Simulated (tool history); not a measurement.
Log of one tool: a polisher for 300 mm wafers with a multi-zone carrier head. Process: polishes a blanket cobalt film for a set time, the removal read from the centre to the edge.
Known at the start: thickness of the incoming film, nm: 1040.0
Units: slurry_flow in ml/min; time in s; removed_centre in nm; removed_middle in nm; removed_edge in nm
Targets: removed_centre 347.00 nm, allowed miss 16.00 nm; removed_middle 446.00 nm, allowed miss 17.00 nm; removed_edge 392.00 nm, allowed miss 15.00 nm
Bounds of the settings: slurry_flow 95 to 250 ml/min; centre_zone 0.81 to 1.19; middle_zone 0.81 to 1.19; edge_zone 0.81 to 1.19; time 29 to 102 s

{"run": 1, "hour": 0.0, "slurry_flow": 160, "centre_zone": 1.0, "middle_zone": 1.0, "edge_zone": 1.0, "time": 65, "removed_centre": 263.49, "removed_middle": 267.72, "removed_edge": 263.73}
{"run": 2, "hour": 7.4, "slurry_flow": 160, "centre_zone": 1.0, "middle_zone": 1.0, "edge_zone": 1.0, "time": 78, "removed_centre": 316.36, "removed_middle": 319.81, "removed_edge": 323.81}
{"run": 3, "hour": 10.1, "slurry_flow": 160, "centre_zone": 1.0, "middle_zone": 1.0, "edge_zone": 1.0, "time": 66, "removed_centre": 268.8, "removed_middle": 275.65, "removed_edge": 266.95}
{"run": 4, "hour": 17.4, "slurry_flow": 165, "centre_zone": 0.99, "middle_zone": 1.02, "edge_zone": 1.01, "time": 68, "removed_centre": 277.59, "removed_middle": 281.19, "removed_edge": 277.76}
{"run": 5, "hour": 23.6, "slurry_flow": 160, "centre_zone": 0.97, "middle_zone": 1.04, "edge_zone": 0.99, "time": 72, "removed_centre": 288.74, "removed_middle": 304.0, "removed_edge": 293.32}
{"run": 6, "hour": 28.6, "slurry_flow": 160, "centre_zone": 0.95, "middle_zone": 1.06, "edge_zone": 0.98, "time": 74, "removed_centre": 294.85, "removed_middle": 314.75, "removed_edge": 298.42}
{"run": 7, "hour": 30.8, "slurry_flow": 155, "centre_zone": 0.93, "middle_zone": 1.08, "edge_zone": 0.98, "time": 77, "removed_centre": 297.2, "removed_middle": 330.28, "removed_edge": 303.24}
{"run": 8, "hour": 33.7, "slurry_flow": 160, "centre_zone": 0.92, "middle_zone": 1.09, "edge_zone": 0.99, "time": 79, "removed_centre": 301.47, "removed_middle": 345.19, "removed_edge": 321.08}
{"run": 9, "hour": 40.8, "slurry_flow": 165, "centre_zone": 0.91, "middle_zone": 1.1, "edge_zone": 0.99, "time": 80, "removed_centre": 311.86, "removed_middle": 356.11, "removed_edge": 321.66}
{"run": 10, "hour": 42.5, "slurry_flow": 165, "centre_zone": 0.91, "middle_zone": 1.1, "edge_zone": 0.99, "time": 80, "removed_centre": 308.55, "removed_middle": 348.85, "removed_edge": 324.06}
{"run": 11, "hour": 50.0, "slurry_flow": 160, "centre_zone": 0.9, "middle_zone": 1.11, "edge_zone": 0.99, "time": 82, "removed_centre": 303.9, "removed_middle": 366.86, "removed_edge": 341.1}
{"run": 12, "hour": 53.5, "slurry_flow": 165, "centre_zone": 0.9, "middle_zone": 1.12, "edge_zone": 0.99, "time": 83, "removed_centre": 304.3, "removed_middle": 372.42, "removed_edge": 337.17}
{"run": 13, "hour": 57.5, "slurry_flow": 165, "centre_zone": 0.91, "middle_zone": 1.12, "edge_zone": 0.99, "time": 84, "removed_centre": 319.71, "removed_middle": 372.38, "removed_edge": 345.97}
{"run": 14, "hour": 63.0, "slurry_flow": 170, "centre_zone": 0.9, "middle_zone": 1.13, "edge_zone": 0.99, "time": 85, "removed_centre": 318.64, "removed_middle": 381.62, "removed_edge": 347.24}
{"run": 15, "hour": 67.1, "slurry_flow": 170, "centre_zone": 0.9, "middle_zone": 1.14, "edge_zone": 0.99, "time": 86, "removed_centre": 324.3, "removed_middle": 387.08, "removed_edge": 354.22}
{"run": 16, "hour": 68.7, "slurry_flow": 170, "centre_zone": 0.89, "middle_zone": 1.15, "edge_zone": 0.99, "time": 87, "removed_centre": 324.23, "removed_middle": 401.54, "removed_edge": 356.0}
{"run": 17, "hour": 71.4, "slurry_flow": 170, "centre_zone": 0.89, "middle_zone": 1.15, "edge_zone": 0.99, "time": 88, "removed_centre": 331.43, "removed_middle": 410.8, "removed_edge": 361.53}
{"run": 18, "hour": 73.2, "slurry_flow": 170, "centre_zone": 0.89, "middle_zone": 1.15, "edge_zone": 1.0, "time": 88, "removed_centre": 327.69, "removed_middle": 405.16, "removed_edge": 358.16}

4 next moves are on the table. One of them brings every result within its allowed miss. Which?
{"run": "A", "hour": 75.0, "slurry_flow": 140, "centre_zone": 0.83, "middle_zone": 1.19, "edge_zone": 0.94, "time": 94, "removed_centre": "?", "removed_middle": "?", "removed_edge": "?"}
{"run": "B", "hour": 75.0, "slurry_flow": 150, "centre_zone": 0.88, "middle_zone": 0.83, "edge_zone": 1.01, "time": 98, "removed_centre": "?", "removed_middle": "?", "removed_edge": "?"}
{"run": "C", "hour": 75.0, "slurry_flow": 200, "centre_zone": 0.86, "middle_zone": 1.18, "edge_zone": 1.0, "time": 94, "removed_centre": "?", "removed_middle": "?", "removed_edge": "?"}
{"run": "D", "hour": 75.0, "slurry_flow": 175, "centre_zone": 0.88, "middle_zone": 1.03, "edge_zone": 1.0, "time": 94, "removed_centre": "?", "removed_middle": "?", "removed_edge": "?"}

move=A removed_centre=315.84 removed_middle=433.22 removed_edge=368.57
move=B removed_centre=352.35 removed_middle=355.26 removed_edge=401.96
move=C removed_centre=344.83 removed_middle=450.78 removed_edge=392.57
move=D removed_centre=346.19 removed_middle=402.41 removed_edge=388.53
A: brings the result that was furthest off to its target, and leaves another outside
B: further off than the last run
C: meets every target
D: further off than the last run
The right move is C.
